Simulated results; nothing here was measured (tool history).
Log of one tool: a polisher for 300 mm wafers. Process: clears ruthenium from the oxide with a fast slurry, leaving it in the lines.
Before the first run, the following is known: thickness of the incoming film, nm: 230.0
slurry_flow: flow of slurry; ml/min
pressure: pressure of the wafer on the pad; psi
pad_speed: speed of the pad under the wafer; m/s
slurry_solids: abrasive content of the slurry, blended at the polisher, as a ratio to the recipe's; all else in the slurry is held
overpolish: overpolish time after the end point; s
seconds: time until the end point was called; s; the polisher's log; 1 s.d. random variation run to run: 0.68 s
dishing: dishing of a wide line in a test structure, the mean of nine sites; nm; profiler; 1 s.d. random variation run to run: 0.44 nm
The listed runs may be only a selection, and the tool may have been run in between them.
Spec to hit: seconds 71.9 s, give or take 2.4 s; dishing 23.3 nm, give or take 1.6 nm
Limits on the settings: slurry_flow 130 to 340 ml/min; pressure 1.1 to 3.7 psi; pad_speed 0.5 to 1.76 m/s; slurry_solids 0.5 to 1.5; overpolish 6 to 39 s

Run 1, hour 0: slurry_flow 220 ml/min, pressure 2.4 psi, pad_speed 1.12 m/s, slurry_solids 1, overpolish 20 s. Result: seconds 81.934 s, dishing 49.094 nm.
Run 2, hour 7.2: slurry_flow 220 ml/min, pressure 2.4 psi, pad_speed 1.12 m/s, slurry_solids 1, overpolish 18 s. Result: seconds 81.85 s, dishing 43.226 nm.
Run 3, hour 15.1: slurry_flow 180 ml/min, pressure 2.4 psi, pad_speed 1.12 m/s, slurry_solids 1, overpolish 18 s. Result: seconds 82.227 s, dishing 42.556 nm.
Run 4, hour 19.1: slurry_flow 175 ml/min, pressure 2.4 psi, pad_speed 1.12 m/s, slurry_solids 1, overpolish 16 s. Result: seconds 83.151 s, dishing 38.924 nm.
Run 5, hour 19.9: slurry_flow 175 ml/min, pressure 2.4 psi, pad_speed 1.12 m/s, slurry_solids 0.85, overpolish 16 s. Result: seconds 91.994 s, dishing 34.994 nm.
Run 6, hour 23.6: slurry_flow 170 ml/min, pressure 2.5 psi, pad_speed 1.12 m/s, slurry_solids 0.8, overpolish 15 s. Result: seconds 92.295 s, dishing 31.931 nm.
Run 7, hour 27: slurry_flow 165 ml/min, pressure 2.6 psi, pad_speed 1.12 m/s, slurry_solids 0.8, overpolish 14 s. Result: seconds 88.57 s, dishing 30.968 nm.
Run 8, hour 31.1: slurry_flow 165 ml/min, pressure 2.7 psi, pad_speed 1.12 m/s, slurry_solids 0.8, overpolish 13 s. Result: seconds 86.433 s, dishing 31.041 nm.
Run 9, hour 40.1: slurry_flow 165 ml/min, pressure 2.7 psi, pad_speed 1.12 m/s, slurry_solids 0.8, overpolish 13 s. Result: seconds 85.586 s, dishing 31.581 nm.
Run 10, hour 41.7: slurry_flow 160 ml/min, pressure 2.8 psi, pad_speed 1.12 m/s, slurry_solids 0.75, overpolish 12 s. Result: seconds 88.578 s, dishing 28.476 nm.
Run 11, hour 45.1: slurry_flow 160 ml/min, pressure 2.8 psi, pad_speed 1.12 m/s, slurry_solids 0.75, overpolish 12 s. Result: seconds 86.528 s, dishing 28.237 nm.
Run 12, hour 51: slurry_flow 160 ml/min, pressure 2.9 psi, pad_speed 1.12 m/s, slurry_solids 0.75, overpolish 11 s. Result: seconds 86.07 s, dishing 27.679 nm.
Run 13, hour 57.1: slurry_flow 155 ml/min, pressure 3 psi, pad_speed 1.14 m/s, slurry_solids 0.75, overpolish 10 s. Result: seconds 80.654 s, dishing 25.906 nm.
Run 14, hour 65.9: slurry_flow 155 ml/min, pressure 3.1 psi, pad_speed 1.14 m/s, slurry_solids 0.75, overpolish 10 s. Result: seconds 78.95 s, dishing 26.398 nm.
Run 15, hour 72.7: slurry_flow 155 ml/min, pressure 3.2 psi, pad_speed 1.14 m/s, slurry_solids 0.75, overpolish 10 s. Result: seconds 73.703 s, dishing 27.555 nm.
Run 16, hour 73.6: slurry_flow 155 ml/min, pressure 3.2 psi, pad_speed 1.14 m/s, slurry_solids 0.75, overpolish 9 s. Result: seconds 74.472 s, dishing 24.347 nm.
At hour 79.5: head pressure recalibrated.
Run 17, hour 79.5: slurry_flow 160 ml/min, pressure 3.3 psi, pad_speed 1.14 m/s, slurry_solids 0.75, overpolish 9 s. Result: seconds 63.984 s, dishing 27.685 nm.
Run 18, hour 84.5: slurry_flow 155 ml/min, pressure 3.3 psi, pad_speed 1.14 m/s, slurry_solids 0.75, overpolish 9 s. Result: seconds 65.029 s, dishing 28.08 nm.
Run 19, hour 88.8: slurry_flow 155 ml/min, pressure 3 psi, pad_speed 1.14 m/s, slurry_solids 0.75, overpolish 6 s. Result: seconds 72.111 s, dishing 18.139 nm.
Run 20, hour 92.5: slurry_flow 165 ml/min, pressure 3.1 psi, pad_speed 1.12 m/s, slurry_solids 0.75, overpolish 7 s. Result: seconds 71.32 s, dishing 21.936 nm.

4 candidate next runs follow, results not yet known. Just one meets every target within its allowed miss. Identify it.
Run A, hour 96.2: slurry_flow 155 ml/min, pressure 2.8 psi, pad_speed 1.06 m/s, slurry_solids 0.95, overpolish 7 s. Result: seconds ?, dishing ?.
Run B, hour 96.2: slurry_flow 165 ml/min, pressure 3.6 psi, pad_speed 0.98 m/s, slurry_solids 0.7, overpolish 7 s. Result: seconds ?, dishing ?.
Run C, hour 96.2: slurry_flow 185 ml/min, pressure 3.2 psi, pad_speed 1.2 m/s, slurry_solids 0.7, overpolish 7 s. Result: seconds ?, dishing ?.
Run D, hour 96.2: slurry_flow 130 ml/min, pressure 3.2 psi, pad_speed 1 m/s, slurry_solids 0.85, overpolish 8 s. Result: seconds ?, dishing ?.

move  seconds  dishing
   A    70.88   21.333
   B   72.501   20.884
   C    65.96   22.822
   D   72.041    23.81
A: lands further from the targets than the last run did
B: lands further from the targets than the last run did
C: puts the biggest miss on target and leaves a different result outside tolerance
D: every result lands within tolerance
D meets every target.
